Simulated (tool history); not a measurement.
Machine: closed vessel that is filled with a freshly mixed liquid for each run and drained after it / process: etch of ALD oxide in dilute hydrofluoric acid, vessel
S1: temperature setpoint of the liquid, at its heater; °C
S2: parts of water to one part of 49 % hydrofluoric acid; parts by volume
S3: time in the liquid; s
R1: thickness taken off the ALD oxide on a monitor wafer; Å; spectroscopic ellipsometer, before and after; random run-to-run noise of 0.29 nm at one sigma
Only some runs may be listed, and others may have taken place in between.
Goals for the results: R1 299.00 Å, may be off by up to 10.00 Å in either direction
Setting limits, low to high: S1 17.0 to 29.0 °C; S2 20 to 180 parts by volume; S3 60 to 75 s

| run | hour | S1 | S2 | S3 | R1 |
|---|---|---|---|---|---|
| 1 | 0.0 | 21.0 | 100 | 75 | 213.71 |
| 2 | 1.3 | 21.0 | 100 | 75 | 207.95 |
| 3 | 7.3 | 19.0 | 100 | 75 | 196.72 |
| 4 | 16.4 | 21.0 | 100 | 75 | 212.56 |
| 5 | 19.5 | 22.5 | 100 | 75 | 222.28 |
| 6 | 27.7 | 22.5 | 100 | 75 | 225.65 |
| 7 | 30.6 | 23.5 | 100 | 75 | 236.81 |
| 8 | 32.3 | 24.5 | 100 | 75 | 246.90 |

Consider the 5 candidate settings below. Which is the only one whose results all fall within their allowed miss of target?
| A | 34.0 | 26.5 | 85 | 75 | ? |
| B | 34.0 | 24.5 | 85 | 70 | ? |
| C | 34.0 | 25.0 | 90 | 75 | ? |
| D | 34.0 | 21.0 | 75 | 70 | ? |
| E | 34.0 | 26.5 | 90 | 75 | ? |

| move | R1 |
|---|---|
| A | 317.05 |
| B | 273.42 |
| C | 280.43 |
| D | 272.11 |
| E | 297.46 |
A: the result that was furthest off in the last run now lies on the other side of its target
B: gains on the last run, yet a result remains outside its allowed miss
C: gains on the last run, yet a result remains outside its allowed miss
D: gains on the last run, yet a result remains outside its allowed miss
E: all results land within tolerance of their targets
The move that meets every target is E.

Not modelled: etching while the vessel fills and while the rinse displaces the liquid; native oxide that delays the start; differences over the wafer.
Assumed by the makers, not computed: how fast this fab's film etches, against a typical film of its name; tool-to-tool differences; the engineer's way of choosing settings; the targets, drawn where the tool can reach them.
